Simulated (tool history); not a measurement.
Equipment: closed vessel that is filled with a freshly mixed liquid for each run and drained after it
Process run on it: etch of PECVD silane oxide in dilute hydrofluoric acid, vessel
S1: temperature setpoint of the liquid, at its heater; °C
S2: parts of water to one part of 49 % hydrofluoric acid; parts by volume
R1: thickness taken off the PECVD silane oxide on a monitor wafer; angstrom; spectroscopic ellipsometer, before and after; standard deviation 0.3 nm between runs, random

run 1 hour=0.0 | S1=25.0 S2=275 time_in_the_liquid_(s)=90 | R1=144.54
run 2 hour=4.1 | S1=27.5 S2=205 time_in_the_liquid_(s)=90 | R1=229.66
run 3 hour=7.9 | S1=27.5 S2=205 time_in_the_liquid_(s)=90 | R1=229.67
run 4 hour=17.2 | S1=27.5 S2=295 time_in_the_liquid_(s)=90 | R1=145.46
run 5 hour=18.1 | S1=27.5 S2=230 time_in_the_liquid_(s)=90 | R1=199.83
run 6 hour=21.8 | S1=24.5 S2=230 time_in_the_liquid_(s)=90 | R1=178.08
run 7 hour=23.5 | S1=27.0 S2=180 time_in_the_liquid_(s)=90 | R1=265.44
run 8 hour=29.6 | S1=29.0 S2=150 time_in_the_liquid_(s)=90 | R1=353.31
run 9 hour=36.5 | S1=30.0 S2=135 time_in_the_liquid_(s)=90 | R1=420.63
run 10 hour=38.9 | S1=31.0 S2=130 time_in_the_liquid_(s)=90 | R1=452.50
run 11 hour=47.3 | S1=31.5 S2=125 time_in_the_liquid_(s)=90 | R1=483.98

For run 12, what comes out?
run 12 hour=52.8 | S1=32.0 S2=120 time_in_the_liquid_(s)=90 | R1=?

{"run 12": {"R1": 514.12}}

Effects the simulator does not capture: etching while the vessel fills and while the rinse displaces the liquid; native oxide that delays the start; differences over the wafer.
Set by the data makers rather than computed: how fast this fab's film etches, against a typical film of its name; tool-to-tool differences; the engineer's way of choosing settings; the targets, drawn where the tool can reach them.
